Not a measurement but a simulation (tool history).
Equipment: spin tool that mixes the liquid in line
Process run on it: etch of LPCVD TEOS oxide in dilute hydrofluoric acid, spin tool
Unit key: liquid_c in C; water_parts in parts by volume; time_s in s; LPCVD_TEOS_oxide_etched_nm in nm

Run 1, day 0: liquid_c 26 C, water_parts 290 parts by volume, time_s 320 s. Result: LPCVD_TEOS_oxide_etched_nm 20.605 nm.
Run 2, day 0.108: liquid_c 28.5 C, water_parts 285 parts by volume, time_s 320 s. Result: LPCVD_TEOS_oxide_etched_nm 22.881 nm.
Run 3, day 0.154: liquid_c 28.5 C, water_parts 285 parts by volume, time_s 320 s. Result: LPCVD_TEOS_oxide_etched_nm 22.422 nm.
Run 4, day 0.304: liquid_c 27 C, water_parts 285 parts by volume, time_s 320 s. Result: LPCVD_TEOS_oxide_etched_nm 21.693 nm.
Run 5, day 0.575: liquid_c 27 C, water_parts 240 parts by volume, time_s 320 s. Result: LPCVD_TEOS_oxide_etched_nm 26.971 nm.
Run 6, day 0.679: liquid_c 27 C, water_parts 205 parts by volume, time_s 320 s. Result: LPCVD_TEOS_oxide_etched_nm 32.635 nm.

Run 7 is up next; what results do you expect?
Run 7, day 0.988: liquid_c 25.5 C, water_parts 205 parts by volume, time_s 320 s. Result: LPCVD_TEOS_oxide_etched_nm ?.

{"run 7": {"LPCVD_TEOS_oxide_etched_nm": 31.005}}

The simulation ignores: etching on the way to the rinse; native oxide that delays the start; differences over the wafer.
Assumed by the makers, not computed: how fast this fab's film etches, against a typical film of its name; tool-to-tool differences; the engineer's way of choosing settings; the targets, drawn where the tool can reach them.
